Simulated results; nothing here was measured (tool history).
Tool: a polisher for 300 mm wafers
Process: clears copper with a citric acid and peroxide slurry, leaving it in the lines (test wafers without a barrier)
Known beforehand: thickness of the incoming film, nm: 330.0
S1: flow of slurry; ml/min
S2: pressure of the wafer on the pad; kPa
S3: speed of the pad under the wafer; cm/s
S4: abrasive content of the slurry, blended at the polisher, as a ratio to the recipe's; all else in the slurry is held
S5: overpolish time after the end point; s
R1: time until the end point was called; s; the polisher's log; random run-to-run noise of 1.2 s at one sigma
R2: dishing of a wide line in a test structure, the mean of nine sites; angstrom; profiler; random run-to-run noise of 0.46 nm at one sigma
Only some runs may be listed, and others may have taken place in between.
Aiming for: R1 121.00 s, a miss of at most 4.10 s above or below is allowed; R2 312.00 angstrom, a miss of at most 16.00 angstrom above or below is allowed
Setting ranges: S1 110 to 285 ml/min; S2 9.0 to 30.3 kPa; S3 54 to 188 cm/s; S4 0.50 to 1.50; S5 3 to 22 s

| run | hour | S1 | S2 | S3 | S4 | S5 | R1 | R2 |
|---|---|---|---|---|---|---|---|---|
| 1 | 0.0 | 180 | 19.3 | 120 | 1.00 | 11 | 143.93 | 185.96 |
| 2 | 8.9 | 180 | 19.3 | 120 | 0.85 | 11 | 146.71 | 189.04 |
| 3 | 16.7 | 180 | 20.0 | 120 | 0.85 | 12 | 146.30 | 202.80 |
| 4 | 21.3 | 180 | 20.7 | 120 | 0.85 | 13 | 144.82 | 221.97 |
| 5 | 28.6 | 180 | 20.7 | 120 | 0.85 | 8 | 142.53 | 140.31 |
| 6 | 35.3 | 160 | 20.7 | 120 | 0.85 | 8 | 146.98 | 136.31 |
| 7 | 38.3 | 165 | 21.4 | 122 | 0.85 | 9 | 139.26 | 163.54 |
| 8 | 41.6 | 165 | 22.1 | 122 | 0.85 | 10 | 135.30 | 180.10 |
| 9 | 45.0 | 170 | 22.8 | 122 | 0.85 | 11 | 132.43 | 204.29 |
| 10 | 45.7 | 175 | 23.4 | 122 | 0.85 | 12 | 127.69 | 225.16 |
| 11 | 50.6 | 180 | 23.4 | 122 | 0.85 | 13 | 130.18 | 243.16 |
| 12 | 55.2 | 180 | 24.1 | 122 | 0.85 | 13 | 126.44 | 243.89 |
| 13 | 59.0 | 175 | 24.8 | 124 | 0.80 | 14 | 121.58 | 268.85 |
| 14 | 66.6 | 180 | 24.8 | 124 | 0.85 | 15 | 122.18 | 292.71 |

Of the 4 settings listed for the next run, only one would bring every result within its allowed miss of target. Which one?
| A | 74.2 | 220 | 25.5 | 124 | 0.85 | 13 | ? | ? |
| B | 74.2 | 160 | 26.9 | 110 | 1.15 | 16 | ? | ? |
| C | 74.2 | 200 | 24.1 | 124 | 0.95 | 14 | ? | ? |
| D | 74.2 | 170 | 24.1 | 118 | 0.90 | 15 | ? | ? |

| move | R1 | R2 |
|---|---|---|
| A | 116.71 | 266.08 |
| B | 122.49 | 307.78 |
| C | 120.29 | 276.50 |
| D | 129.33 | 275.64 |
A: moves away from the targets compared with the last run
B: meets every target
C: moves away from the targets compared with the last run
D: moves away from the targets compared with the last run
B is the move that brings every result within its allowed miss.
